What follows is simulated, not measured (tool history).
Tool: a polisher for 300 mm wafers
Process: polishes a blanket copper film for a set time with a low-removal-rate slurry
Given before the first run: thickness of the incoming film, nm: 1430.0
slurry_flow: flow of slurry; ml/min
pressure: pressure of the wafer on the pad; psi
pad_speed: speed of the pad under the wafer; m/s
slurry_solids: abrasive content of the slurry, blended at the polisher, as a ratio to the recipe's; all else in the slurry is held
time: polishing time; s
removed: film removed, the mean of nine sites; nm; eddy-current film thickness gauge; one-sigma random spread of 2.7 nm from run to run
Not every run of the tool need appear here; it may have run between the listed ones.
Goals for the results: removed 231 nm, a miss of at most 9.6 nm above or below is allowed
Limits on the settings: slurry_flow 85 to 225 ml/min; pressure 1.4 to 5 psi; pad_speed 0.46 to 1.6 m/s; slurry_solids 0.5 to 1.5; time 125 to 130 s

{"run": 1, "day": 0.0, "slurry_flow": 145, "pressure": 3.2, "pad_speed": 1.02, "slurry_solids": 1, "time": 125, "removed": 402.16}
{"run": 2, "day": 0.025, "slurry_flow": 145, "pressure": 2.9, "pad_speed": 1.02, "slurry_solids": 1, "time": 125, "removed": 359.98}
{"run": 3, "day": 0.279, "slurry_flow": 145, "pressure": 2.6, "pad_speed": 1.02, "slurry_solids": 1, "time": 125, "removed": 326.91}
{"run": 4, "day": 0.379, "slurry_flow": 145, "pressure": 2.4, "pad_speed": 1.02, "slurry_solids": 1, "time": 125, "removed": 305.21}
{"run": 5, "day": 0.65, "slurry_flow": 130, "pressure": 2.4, "pad_speed": 1.02, "slurry_solids": 1, "time": 125, "removed": 293.33}
{"run": 6, "day": 0.817, "slurry_flow": 125, "pressure": 2.3, "pad_speed": 1.02, "slurry_solids": 1, "time": 125, "removed": 285.57}
{"run": 7, "day": 0.946, "slurry_flow": 125, "pressure": 2.2, "pad_speed": 1.02, "slurry_solids": 1, "time": 125, "removed": 269.11}
{"run": 8, "day": 1.283, "slurry_flow": 120, "pressure": 2.1, "pad_speed": 1.02, "slurry_solids": 1, "time": 125, "removed": 256.49}
{"run": 9, "day": 1.625, "slurry_flow": 115, "pressure": 2.1, "pad_speed": 1.02, "slurry_solids": 1, "time": 125, "removed": 259.93}
{"run": 10, "day": 1.912, "slurry_flow": 115, "pressure": 2, "pad_speed": 1.02, "slurry_solids": 1, "time": 125, "removed": 242.01}
{"run": 11, "day": 2.288, "slurry_flow": 110, "pressure": 2, "pad_speed": 1.02, "slurry_solids": 1, "time": 125, "removed": 241.2}

Exactly one of the 5 candidate moves below puts every result within its allowed miss. Which one?
{"run": "A", "day": 2.662, "slurry_flow": 100, "pressure": 2, "pad_speed": 1.04, "slurry_solids": 1, "time": 130, "removed": "?"}
{"run": "B", "day": 2.662, "slurry_flow": 100, "pressure": 2, "pad_speed": 1.02, "slurry_solids": 1.1, "time": 127, "removed": "?"}
{"run": "C", "day": 2.662, "slurry_flow": 135, "pressure": 1.8, "pad_speed": 1.08, "slurry_solids": 0.9, "time": 125, "removed": "?"}
{"run": "D", "day": 2.662, "slurry_flow": 100, "pressure": 2.1, "pad_speed": 1, "slurry_solids": 1.05, "time": 129, "removed": "?"}
{"run": "E", "day": 2.662, "slurry_flow": 130, "pressure": 2, "pad_speed": 1.04, "slurry_solids": 1, "time": 125, "removed": "?"}

move=A removed=255.44
move=B removed=250.89
move=C removed=238.13
move=D removed=258.83
move=E removed=258.89
A: further off than the last run
B: further off than the last run
C: meets every target
D: further off than the last run
E: further off than the last run
Move C is the one to make.

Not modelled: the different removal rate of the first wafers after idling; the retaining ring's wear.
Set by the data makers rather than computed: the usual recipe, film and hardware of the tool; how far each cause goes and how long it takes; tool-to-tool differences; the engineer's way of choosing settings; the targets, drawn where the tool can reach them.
